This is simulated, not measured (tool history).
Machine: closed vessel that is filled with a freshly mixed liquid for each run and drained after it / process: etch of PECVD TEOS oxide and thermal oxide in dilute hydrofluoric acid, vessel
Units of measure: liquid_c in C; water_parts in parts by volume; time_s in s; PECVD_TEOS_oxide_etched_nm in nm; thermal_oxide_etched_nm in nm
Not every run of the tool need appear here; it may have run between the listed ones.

| run | day | liquid_c | water_parts | time_s | PECVD_TEOS_oxide_etched_nm | thermal_oxide_etched_nm |
|---|---|---|---|---|---|---|
| 1 | 0 | 24 | 75 | 60 | 11.228 | 4.2249 |
| 2 | 0.329 | 22 | 80 | 60 | 9.5364 | 3.682 |
| 3 | 0.646 | 25 | 80 | 60 | 10.859 | 4.0923 |
| 4 | 0.783 | 25 | 55 | 60 | 16.403 | 6.1399 |
| 5 | 0.938 | 23 | 65 | 60 | 12.531 | 4.8236 |
| 6 | 1.258 | 22 | 75 | 60 | 10.215 | 3.942 |

For run 7, what comes out?
| 7 | 1.554 | 18 | 90 | 60 | ? | ? |

{"run 7": {"PECVD_TEOS_oxide_etched_nm": 7.2138, "thermal_oxide_etched_nm": 2.7316}}
